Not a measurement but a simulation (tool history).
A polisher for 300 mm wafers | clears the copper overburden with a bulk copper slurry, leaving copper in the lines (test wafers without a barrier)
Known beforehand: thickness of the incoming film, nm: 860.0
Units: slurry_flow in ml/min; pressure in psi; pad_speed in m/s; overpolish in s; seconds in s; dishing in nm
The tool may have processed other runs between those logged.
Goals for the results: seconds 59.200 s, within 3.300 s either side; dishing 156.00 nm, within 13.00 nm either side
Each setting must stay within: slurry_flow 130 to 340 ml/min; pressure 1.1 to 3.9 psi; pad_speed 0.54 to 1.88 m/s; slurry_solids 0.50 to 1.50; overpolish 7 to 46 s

{"run": 1, "day": 0.0, "slurry_flow": 220, "pressure": 2.5, "pad_speed": 1.2, "slurry_solids": 1.0, "overpolish": 24, "seconds": 77.318, "dishing": 118.89}
{"run": 2, "day": 0.046, "slurry_flow": 220, "pressure": 2.6, "pad_speed": 1.2, "slurry_solids": 1.0, "overpolish": 25, "seconds": 73.274, "dishing": 122.74}
{"run": 3, "day": 0.146, "slurry_flow": 220, "pressure": 2.7, "pad_speed": 1.2, "slurry_solids": 1.0, "overpolish": 26, "seconds": 71.184, "dishing": 127.65}
{"run": 4, "day": 0.483, "slurry_flow": 220, "pressure": 2.7, "pad_speed": 1.2, "slurry_solids": 0.85, "overpolish": 26, "seconds": 74.386, "dishing": 119.29}
{"run": 5, "day": 0.546, "slurry_flow": 220, "pressure": 2.8, "pad_speed": 1.2, "slurry_solids": 0.85, "overpolish": 27, "seconds": 72.338, "dishing": 133.83}
{"run": 6, "day": 0.825, "slurry_flow": 220, "pressure": 2.9, "pad_speed": 1.2, "slurry_solids": 0.85, "overpolish": 27, "seconds": 68.435, "dishing": 128.07}
{"run": 7, "day": 1.108, "slurry_flow": 220, "pressure": 2.9, "pad_speed": 1.2, "slurry_solids": 0.85, "overpolish": 28, "seconds": 70.773, "dishing": 136.37}
{"run": 8, "day": 1.208, "slurry_flow": 220, "pressure": 3.2, "pad_speed": 1.22, "slurry_solids": 0.85, "overpolish": 28, "seconds": 62.927, "dishing": 141.67}

Pick the move, out of 4, that brings all results within their allowed miss; only one does.
{"run": "A", "day": 1.308, "slurry_flow": 245, "pressure": 3.1, "pad_speed": 1.2, "slurry_solids": 0.75, "overpolish": 44, "seconds": "?", "dishing": "?"}
{"run": "B", "day": 1.308, "slurry_flow": 190, "pressure": 2.9, "pad_speed": 1.36, "slurry_solids": 0.8, "overpolish": 23, "seconds": "?", "dishing": "?"}
{"run": "C", "day": 1.308, "slurry_flow": 220, "pressure": 3.1, "pad_speed": 1.26, "slurry_solids": 0.9, "overpolish": 21, "seconds": "?", "dishing": "?"}
{"run": "D", "day": 1.308, "slurry_flow": 215, "pressure": 2.9, "pad_speed": 1.4, "slurry_solids": 0.95, "overpolish": 38, "seconds": "?", "dishing": "?"}

move=A seconds=66.572 dishing=151.98
move=B seconds=63.438 dishing=126.38
move=C seconds=61.722 dishing=125.18
move=D seconds=58.871 dishing=147.93
A: misses by more than the last run did
B: misses by more than the last run did
C: corrects the largest miss of the last run, while another result sits out of spec
D: each result inside its tolerance
Move D is the one to make.
